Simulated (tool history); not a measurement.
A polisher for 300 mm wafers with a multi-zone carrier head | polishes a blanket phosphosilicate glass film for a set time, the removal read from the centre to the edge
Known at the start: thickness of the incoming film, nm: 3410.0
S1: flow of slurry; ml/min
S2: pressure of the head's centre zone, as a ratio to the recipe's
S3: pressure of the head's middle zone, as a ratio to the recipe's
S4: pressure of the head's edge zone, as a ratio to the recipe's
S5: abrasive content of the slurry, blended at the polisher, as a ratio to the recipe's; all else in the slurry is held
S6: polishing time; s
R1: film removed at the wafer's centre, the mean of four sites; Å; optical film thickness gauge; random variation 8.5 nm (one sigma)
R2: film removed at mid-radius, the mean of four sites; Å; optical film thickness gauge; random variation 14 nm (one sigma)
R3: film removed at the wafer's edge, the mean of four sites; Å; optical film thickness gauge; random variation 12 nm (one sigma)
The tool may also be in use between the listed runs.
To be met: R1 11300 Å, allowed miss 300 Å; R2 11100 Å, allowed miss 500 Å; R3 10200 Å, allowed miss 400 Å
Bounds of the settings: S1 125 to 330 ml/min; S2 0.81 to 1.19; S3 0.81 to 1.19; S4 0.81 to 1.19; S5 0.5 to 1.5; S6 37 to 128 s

run,hour,S1,S2,S3,S4,S5,S6,R1,R2,R3
1,0,210,1,1,1,1,82,7996.9,7673.1,7758.4
2,2.6,210,1.06,1,1,1,82,8377.2,7677.2,7790.4
3,4,210,1.06,1,0.94,1,82,8432.9,7584.1,7491.7
4,9.6,185,1.06,1,0.94,1,82,8172,7519.2,7370.1
5,15.2,185,1.06,1,0.88,1,82,8259.1,7457.9,7210.3
6,16.4,190,1.07,1.01,0.9,1.05,82,8596.6,7786.5,7735.8
7,17.9,250,1.17,1.11,0.94,1.3,83,10932,9896.3,8859.3
8,23.4,250,1.17,1.11,0.96,1.3,83,10979,9677.3,8842
9,25,250,1.16,1.11,0.97,1.3,83,10925,9752.8,8963.7
10,32.2,250,1.15,1.12,0.98,1.3,83,10855,9652.8,9131.5
11,40.3,255,1.14,1.13,0.98,1.3,83,10698,9713.9,9070.6
12,42.4,255,1.13,1.14,0.98,1.3,83,10577,10136,9035.9
13,50.2,255,1.13,1.14,0.99,1.3,83,10622,10122,9016.9
14,55.1,255,1.13,1.14,0.99,1.3,83,10700,9837.5,9005.8
15,57.7,255,1.12,1.14,0.99,1.3,83,10563,10133,9059.8

4 next moves are on the table. One of them brings every result within its allowed miss. Which?
A,60.3,245,1.07,1.12,1,1.3,93,?,?,?
B,60.3,270,1.18,1.17,0.96,1.45,84,?,?,?
C,60.3,215,1.07,0.94,0.92,1.5,90,?,?,?
D,60.3,230,1.16,0.98,1.1,1.3,87,?,?,?

move,R1,R2,R3
A,11173,10978,9960.1
B,11791,10878,9295.7
C,11247,9555.5,9728.8
D,11234,9094.3,9731.1
A: meets every target
B: nearer than the last run, and not there yet
C: further off than the last run
D: further off than the last run
Answer: A

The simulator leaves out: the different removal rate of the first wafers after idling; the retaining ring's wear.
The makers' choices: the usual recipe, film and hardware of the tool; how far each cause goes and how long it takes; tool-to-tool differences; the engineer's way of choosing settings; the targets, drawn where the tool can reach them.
